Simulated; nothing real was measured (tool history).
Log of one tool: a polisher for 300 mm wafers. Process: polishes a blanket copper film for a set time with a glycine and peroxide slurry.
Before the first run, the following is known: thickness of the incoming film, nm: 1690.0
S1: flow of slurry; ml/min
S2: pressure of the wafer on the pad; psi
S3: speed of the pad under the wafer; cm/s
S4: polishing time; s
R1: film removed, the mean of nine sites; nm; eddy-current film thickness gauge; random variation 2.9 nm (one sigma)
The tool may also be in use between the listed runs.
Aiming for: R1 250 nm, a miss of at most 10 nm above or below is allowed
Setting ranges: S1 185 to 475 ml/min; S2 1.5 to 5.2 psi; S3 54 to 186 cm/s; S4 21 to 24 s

run	hour	S1	S2	S3	S4	R1
1	0	305	3.3	118	24	146.03
2	8.8	305	3.3	106	24	133.23
3	13.8	305	2.6	106	24	110.77
4	16.9	305	3.4	112	24	144.56
5	22.1	305	3.4	112	24	141.28
6	23.3	305	3.9	118	24	166.44
7	24.3	310	4.9	134	24	222.97
8	27.5	310	4.9	134	24	226.94
9	36.1	310	5	136	24	242.35

5 next moves are on the table. One of them brings every result within its allowed miss. Which?
A	44.7	350	4.9	128	24	?
B	44.7	365	5.2	150	24	?
C	44.7	335	5.2	156	22	?
D	44.7	300	5.2	134	23	?
E	44.7	250	5	132	24	?

move	R1
A	223.63
B	269.92
C	254.05
D	232.02
E	226.81
A: lands further from the targets than the last run did
B: carries the result that was furthest off beyond its target, to the other side
C: meets every target
D: lands further from the targets than the last run did
E: lands further from the targets than the last run did
The move that meets every target is C.

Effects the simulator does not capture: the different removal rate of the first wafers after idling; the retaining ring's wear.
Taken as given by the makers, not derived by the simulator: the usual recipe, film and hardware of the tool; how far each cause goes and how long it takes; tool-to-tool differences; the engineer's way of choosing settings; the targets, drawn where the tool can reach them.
